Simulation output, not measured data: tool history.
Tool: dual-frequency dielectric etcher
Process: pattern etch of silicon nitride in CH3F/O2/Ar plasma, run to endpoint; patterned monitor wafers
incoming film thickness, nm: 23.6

run 1 hour=0 | source_power_(kW)=0.38 bias_power_(kW)=0.063 | endpoint_time_(s)=35.441
run 2 hour=0.6 | source_power_(kW)=0.35 bias_power_(kW)=0.062 | endpoint_time_(s)=36.64
run 3 hour=4.6 | source_power_(kW)=0.33 bias_power_(kW)=0.062 | endpoint_time_(s)=37.5
run 4 hour=8.1 | source_power_(kW)=0.32 bias_power_(kW)=0.062 | endpoint_time_(s)=37.69
run 5 hour=16.9 | source_power_(kW)=0.31 bias_power_(kW)=0.062 | endpoint_time_(s)=38.208
run 6 hour=25.4 | source_power_(kW)=0.31 bias_power_(kW)=0.067 | endpoint_time_(s)=37.477

Run 7 comes next. What will it give?
run 7 hour=30.7 | source_power_(kW)=0.3 bias_power_(kW)=0.067 | endpoint_time_(s)=?

{"run 7": {"endpoint time (s)": 37.526}}

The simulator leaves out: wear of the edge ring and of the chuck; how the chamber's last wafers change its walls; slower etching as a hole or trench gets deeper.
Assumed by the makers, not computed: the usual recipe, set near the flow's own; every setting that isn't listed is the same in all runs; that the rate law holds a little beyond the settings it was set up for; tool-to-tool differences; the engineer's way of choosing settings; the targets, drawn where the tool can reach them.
